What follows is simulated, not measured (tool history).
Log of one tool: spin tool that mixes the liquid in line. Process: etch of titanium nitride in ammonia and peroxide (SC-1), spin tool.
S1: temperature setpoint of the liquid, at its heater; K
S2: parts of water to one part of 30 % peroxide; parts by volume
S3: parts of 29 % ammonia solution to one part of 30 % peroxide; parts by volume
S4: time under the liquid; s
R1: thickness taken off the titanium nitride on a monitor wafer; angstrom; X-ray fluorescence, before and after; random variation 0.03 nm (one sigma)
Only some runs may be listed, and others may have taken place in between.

run 1 hour=0 | S1=323.15 S2=23.5 S3=0.7 S4=140 | R1=78.476
run 2 hour=4.8 | S1=323.15 S2=23.5 S3=0.7 S4=150 | R1=83.905
run 3 hour=5.5 | S1=322.65 S2=23.5 S3=0.7 S4=150 | R1=81.039
run 4 hour=8.3 | S1=322.65 S2=23.5 S3=0.7 S4=140 | R1=75.917
run 5 hour=11.9 | S1=322.15 S2=23.5 S3=0.7 S4=140 | R1=72.399
-- hour=14.1 ammonia flow meter replaced
run 6 hour=14.1 | S1=321.65 S2=23.5 S3=0.7 S4=140 | R1=71.754
run 7 hour=14.8 | S1=321.15 S2=23.5 S3=0.7 S4=140 | R1=69.446

Forecast run 8:
run 8 hour=17.7 | S1=320.65 S2=23.5 S3=0.7 S4=140 | R1=?

R1: 67.187 angstrom

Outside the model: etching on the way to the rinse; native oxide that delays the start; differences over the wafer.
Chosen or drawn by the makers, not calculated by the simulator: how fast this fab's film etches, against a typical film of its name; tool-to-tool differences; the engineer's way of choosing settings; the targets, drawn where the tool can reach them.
